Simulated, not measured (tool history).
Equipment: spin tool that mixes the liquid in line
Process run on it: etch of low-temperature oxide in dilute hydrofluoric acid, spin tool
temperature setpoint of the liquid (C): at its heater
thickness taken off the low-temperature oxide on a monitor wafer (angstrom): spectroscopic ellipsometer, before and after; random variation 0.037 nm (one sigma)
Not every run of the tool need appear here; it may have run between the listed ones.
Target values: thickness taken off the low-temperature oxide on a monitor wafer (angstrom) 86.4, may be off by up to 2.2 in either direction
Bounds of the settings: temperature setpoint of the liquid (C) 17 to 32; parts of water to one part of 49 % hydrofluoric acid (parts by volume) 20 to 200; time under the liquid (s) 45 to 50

run    day  temperature setpoint of the liquid (C)  parts of water to one part of 49 % hydrofluoric acid (parts by volume)  time under the liquid (s)  thickness taken off the low-temperature oxide on a monitor wafer (angstrom)
  1      0                                      24                                                                     110                         45                                                                       117.65
  2  0.225                                      24                                                                     110                         50                                                                       130.29
  3  0.496                                      24                                                                     110                         45                                                                       117.53
  4    0.6                                      24                                                                      80                         45                                                                       168.18
  5  0.762                                    27.5                                                                      80                         45                                                                       192.17
  6  0.812                                    27.5                                                                      80                         45                                                                       191.58
  7  0.988                                    25.5                                                                      85                         45                                                                       166.45
  8   1.35                                      24                                                                      90                         45                                                                       147.99
  9   1.65                                    22.5                                                                      95                         45                                                                       130.45
 10  1.754                                    18.5                                                                     115                         45                                                                       90.075

Next run, 4 choices. One meets every target within its allowed miss, the rest don't. Which?
  A  1.858                                      18                                                                     125                         45                                                                            ?
  B  1.858                                    19.5                                                                     130                         45                                                                            ?
  C  1.858                                    17.5                                                                     125                         50                                                                            ?
  D  1.858                                      17                                                                     120                         45                                                                            ?

move  thickness taken off the low-temperature oxide on a monitor wafer (angstrom)
   A                                                                       79.526
   B                                                                       80.806
   C                                                                       86.569
   D                                                                       79.937
A: takes the result that was furthest off past its target
B: takes the result that was furthest off past its target
C: hits every target within its allowed miss
D: takes the result that was furthest off past its target
C is the move that brings every result within its allowed miss.

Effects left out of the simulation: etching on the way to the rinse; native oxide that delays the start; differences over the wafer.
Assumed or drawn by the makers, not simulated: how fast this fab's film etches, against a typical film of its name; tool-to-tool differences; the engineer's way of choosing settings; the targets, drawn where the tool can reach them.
